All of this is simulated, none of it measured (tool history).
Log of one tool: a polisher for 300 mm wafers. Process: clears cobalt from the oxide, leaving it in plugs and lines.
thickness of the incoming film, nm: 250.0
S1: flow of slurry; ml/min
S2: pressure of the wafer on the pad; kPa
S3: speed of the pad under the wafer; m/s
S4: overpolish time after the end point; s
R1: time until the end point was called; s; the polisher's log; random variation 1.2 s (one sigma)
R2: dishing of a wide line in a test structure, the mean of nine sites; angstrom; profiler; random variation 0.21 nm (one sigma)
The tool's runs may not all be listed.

{"run": 1, "hour": 0.0, "S1": 125, "S2": 11.0, "S3": 0.94, "S4": 9, "R1": 76.146, "R2": 221.63}
{"run": 2, "hour": 6.4, "S1": 125, "S2": 12.4, "S3": 0.94, "S4": 9, "R1": 68.524, "R2": 240.25}
{"run": 3, "hour": 10.4, "S1": 145, "S2": 12.4, "S3": 0.94, "S4": 9, "R1": 65.832, "R2": 246.98}
{"run": 4, "hour": 17.8, "S1": 140, "S2": 11.7, "S3": 0.94, "S4": 9, "R1": 72.163, "R2": 236.9}
{"run": 5, "hour": 21.5, "S1": 140, "S2": 11.0, "S3": 0.94, "S4": 9, "R1": 74.977, "R2": 221.14}
{"run": 6, "hour": 22.4, "S1": 155, "S2": 11.0, "S3": 0.94, "S4": 9, "R1": 74.876, "R2": 229.23}

The next listed run, before its measurement:
{"run": 7, "hour": 26.0, "S1": 155, "S2": 10.3, "S3": 0.94, "S4": 9, "R1": "?", "R2": "?"}

{"run 7": {"R1": 78.656, "R2": 214.93}}
